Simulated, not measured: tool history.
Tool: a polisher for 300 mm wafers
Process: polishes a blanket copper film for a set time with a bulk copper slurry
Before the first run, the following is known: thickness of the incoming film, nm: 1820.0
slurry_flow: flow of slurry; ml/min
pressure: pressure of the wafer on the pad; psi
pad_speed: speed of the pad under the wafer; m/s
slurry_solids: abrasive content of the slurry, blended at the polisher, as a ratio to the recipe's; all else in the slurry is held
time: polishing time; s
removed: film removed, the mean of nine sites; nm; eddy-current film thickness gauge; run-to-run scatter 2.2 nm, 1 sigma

run 1 hour=0.0 | slurry_flow=205 pressure=2.5 pad_speed=0.94 slurry_solids=1.0 time=113 | removed=807.82
run 2 hour=6.1 | slurry_flow=200 pressure=2.1 pad_speed=0.84 slurry_solids=1.0 time=113 | removed=596.93
run 3 hour=6.8 | slurry_flow=200 pressure=2.1 pad_speed=0.84 slurry_solids=1.0 time=119 | removed=630.17
run 4 hour=15.8 | slurry_flow=225 pressure=2.1 pad_speed=0.84 slurry_solids=1.0 time=119 | removed=641.28
run 5 hour=23.8 | slurry_flow=225 pressure=2.1 pad_speed=0.84 slurry_solids=1.1 time=119 | removed=661.03
run 6 hour=30.4 | slurry_flow=225 pressure=1.7 pad_speed=0.84 slurry_solids=1.1 time=119 | removed=526.17
run 7 hour=34.2 | slurry_flow=225 pressure=1.5 pad_speed=0.78 slurry_solids=1.1 time=119 | removed=434.79
run 8 hour=38.6 | slurry_flow=225 pressure=1.4 pad_speed=0.74 slurry_solids=1.1 time=119 | removed=392.48
run 9 hour=41.6 | slurry_flow=225 pressure=1.3 pad_speed=0.72 slurry_solids=1.1 time=119 | removed=354.39
run 10 hour=48.4 | slurry_flow=195 pressure=1.1 pad_speed=0.66 slurry_solids=1.1 time=119 | removed=273.74
run 11 hour=51.0 | slurry_flow=205 pressure=1.1 pad_speed=0.66 slurry_solids=1.1 time=119 | removed=276.92
run 12 hour=53.2 | slurry_flow=215 pressure=1.1 pad_speed=0.66 slurry_solids=1.1 time=119 | removed=274.36
run 13 hour=54.9 | slurry_flow=215 pressure=1.3 pad_speed=0.66 slurry_solids=1.1 time=119 | removed=324.07
run 14 hour=55.7 | slurry_flow=205 pressure=1.3 pad_speed=0.66 slurry_solids=1.1 time=119 | removed=323.52
run 15 hour=62.6 | slurry_flow=195 pressure=1.1 pad_speed=0.66 slurry_solids=1.1 time=119 | removed=270.89

Expected results for the next run?
run 16 hour=67.1 | slurry_flow=205 pressure=1.1 pad_speed=0.66 slurry_solids=1.1 time=119 | removed=?

removed: 276.36 nm
